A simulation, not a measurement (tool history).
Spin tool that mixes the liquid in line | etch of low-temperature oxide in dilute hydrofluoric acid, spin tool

run	day	temperature setpoint of the liquid (°C)	parts of water to one part of 49 % hydrofluoric acid (parts by volume)	time under the liquid (s)	thickness taken off the low-temperature oxide on a monitor wafer (angstrom)
1	0	24	120	40	43.572
2	0.067	23	120	40	41.613
3	0.312	22.5	120	40	40.95
4	0.592	22.5	120	40	40.969
5	0.904	22	120	40	40.234
6	1.1	25.5	120	40	46.062
7	1.196	24.5	120	40	44.361
8	1.388	23.5	120	40	42.433
9	1.696	22.5	120	40	40.483

The next listed run, before its measurement:
10	1.867	22	120	40	?

{"run 10": {"thickness taken off the low-temperature oxide on a monitor wafer (angstrom)": 39.739}}

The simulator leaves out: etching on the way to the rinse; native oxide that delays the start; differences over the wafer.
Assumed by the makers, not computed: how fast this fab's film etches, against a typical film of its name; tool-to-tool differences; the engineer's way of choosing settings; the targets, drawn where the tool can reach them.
